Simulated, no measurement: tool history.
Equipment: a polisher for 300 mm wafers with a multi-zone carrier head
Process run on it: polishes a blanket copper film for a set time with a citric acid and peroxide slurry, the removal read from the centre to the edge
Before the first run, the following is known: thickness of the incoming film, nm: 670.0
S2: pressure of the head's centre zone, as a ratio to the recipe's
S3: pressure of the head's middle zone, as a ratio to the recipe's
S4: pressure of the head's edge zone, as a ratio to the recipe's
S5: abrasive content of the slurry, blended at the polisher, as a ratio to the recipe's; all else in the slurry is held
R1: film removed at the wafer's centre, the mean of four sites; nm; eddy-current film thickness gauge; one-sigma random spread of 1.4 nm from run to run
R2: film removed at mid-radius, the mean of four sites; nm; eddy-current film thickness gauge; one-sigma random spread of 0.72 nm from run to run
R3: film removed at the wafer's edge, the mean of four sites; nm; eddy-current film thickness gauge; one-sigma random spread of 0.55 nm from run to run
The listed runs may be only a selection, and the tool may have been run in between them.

{"run": 1, "hour": 0.0, "flow of slurry (ml/min)": 220, "S2": 1.0, "S3": 1.0, "S4": 1.0, "S5": 1.0, "polishing time (s)": 59, "R1": 142.36, "R2": 147.89, "R3": 147.12}
{"run": 2, "hour": 6.9, "flow of slurry (ml/min)": 220, "S2": 1.02, "S3": 1.0, "S4": 0.97, "S5": 0.9, "polishing time (s)": 54, "R1": 131.32, "R2": 131.63, "R3": 129.61}
{"run": 3, "hour": 14.2, "flow of slurry (ml/min)": 220, "S2": 1.08, "S3": 1.0, "S4": 0.97, "S5": 0.9, "polishing time (s)": 54, "R1": 143.76, "R2": 132.94, "R3": 129.38}
{"run": 4, "hour": 15.1, "flow of slurry (ml/min)": 220, "S2": 1.08, "S3": 1.0, "S4": 0.91, "S5": 0.9, "polishing time (s)": 54, "R1": 140.76, "R2": 134.11, "R3": 127.02}
{"run": 5, "hour": 23.0, "flow of slurry (ml/min)": 220, "S2": 1.08, "S3": 1.0, "S4": 0.9, "S5": 0.8, "polishing time (s)": 50, "R1": 127.96, "R2": 122.48, "R3": 112.69}
{"run": 6, "hour": 30.6, "flow of slurry (ml/min)": 220, "S2": 1.07, "S3": 0.99, "S4": 0.89, "S5": 0.75, "polishing time (s)": 48, "R1": 121.11, "R2": 114.49, "R3": 106.42}

Forecast run 7:
{"run": 7, "hour": 37.2, "flow of slurry (ml/min)": 210, "S2": 1.03, "S3": 0.99, "S4": 0.81, "S5": 0.5, "polishing time (s)": 36, "R1": "?", "R2": "?", "R3": "?"}

R1: 76.98 nm
R2: 78.839 nm
R3: 71.282 nm
